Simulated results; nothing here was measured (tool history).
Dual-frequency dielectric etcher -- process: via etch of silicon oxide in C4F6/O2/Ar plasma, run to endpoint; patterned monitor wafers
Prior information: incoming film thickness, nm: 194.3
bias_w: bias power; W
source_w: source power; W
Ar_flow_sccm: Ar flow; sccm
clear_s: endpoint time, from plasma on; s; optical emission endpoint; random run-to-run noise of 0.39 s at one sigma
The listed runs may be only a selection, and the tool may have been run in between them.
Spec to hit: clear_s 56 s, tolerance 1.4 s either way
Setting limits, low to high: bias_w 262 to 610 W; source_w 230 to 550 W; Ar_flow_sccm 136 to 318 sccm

{"run": 1, "hour": 0.0, "bias_w": 436, "source_w": 390, "Ar_flow_sccm": 227, "clear_s": 44.741}
{"run": 2, "hour": 6.7, "bias_w": 507, "source_w": 390, "Ar_flow_sccm": 227, "clear_s": 42.519}
{"run": 3, "hour": 14.8, "bias_w": 468, "source_w": 360, "Ar_flow_sccm": 231, "clear_s": 45.254}
{"run": 4, "hour": 20.9, "bias_w": 468, "source_w": 360, "Ar_flow_sccm": 252, "clear_s": 46.619}
{"run": 5, "hour": 22.2, "bias_w": 468, "source_w": 420, "Ar_flow_sccm": 252, "clear_s": 42.45}
{"run": 6, "hour": 29.3, "bias_w": 437, "source_w": 400, "Ar_flow_sccm": 255, "clear_s": 45.169}
{"run": 7, "hour": 30.2, "bias_w": 437, "source_w": 400, "Ar_flow_sccm": 255, "clear_s": 45.428}
{"run": 8, "hour": 37.5, "bias_w": 409, "source_w": 390, "Ar_flow_sccm": 257, "clear_s": 46.87}
{"run": 9, "hour": 38.9, "bias_w": 387, "source_w": 380, "Ar_flow_sccm": 259, "clear_s": 49.195}
{"run": 10, "hour": 44.6, "bias_w": 366, "source_w": 380, "Ar_flow_sccm": 259, "clear_s": 49.948}
{"run": 11, "hour": 47.0, "bias_w": 349, "source_w": 370, "Ar_flow_sccm": 260, "clear_s": 51.359}
{"run": 12, "hour": 52.5, "bias_w": 335, "source_w": 370, "Ar_flow_sccm": 260, "clear_s": 51.371}
{"run": 13, "hour": 58.2, "bias_w": 324, "source_w": 360, "Ar_flow_sccm": 261, "clear_s": 53.478}
{"run": 14, "hour": 62.2, "bias_w": 316, "source_w": 360, "Ar_flow_sccm": 261, "clear_s": 54.349}
{"run": 15, "hour": 67.0, "bias_w": 311, "source_w": 360, "Ar_flow_sccm": 261, "clear_s": 53.178}
{"run": 16, "hour": 69.2, "bias_w": 304, "source_w": 360, "Ar_flow_sccm": 261, "clear_s": 55.535}

Exactly one of the 5 candidate moves below puts every result within its allowed miss. Which one?
{"run": "A", "hour": 71.4, "bias_w": 322, "source_w": 320, "Ar_flow_sccm": 267, "clear_s": "?"}
{"run": "B", "hour": 71.4, "bias_w": 336, "source_w": 360, "Ar_flow_sccm": 291, "clear_s": "?"}
{"run": "C", "hour": 71.4, "bias_w": 294, "source_w": 400, "Ar_flow_sccm": 274, "clear_s": "?"}
{"run": "D", "hour": 71.4, "bias_w": 315, "source_w": 380, "Ar_flow_sccm": 296, "clear_s": "?"}
{"run": "E", "hour": 71.4, "bias_w": 310, "source_w": 370, "Ar_flow_sccm": 229, "clear_s": "?"}

move=A clear_s=56.409
move=B clear_s=53.328
move=C clear_s=53.404
move=D clear_s=53.563
move=E clear_s=53.039
A: in spec on every target
B: the biggest miss grows against the last run
C: the biggest miss grows against the last run
D: the biggest miss grows against the last run
E: the biggest miss grows against the last run
The right move is A.
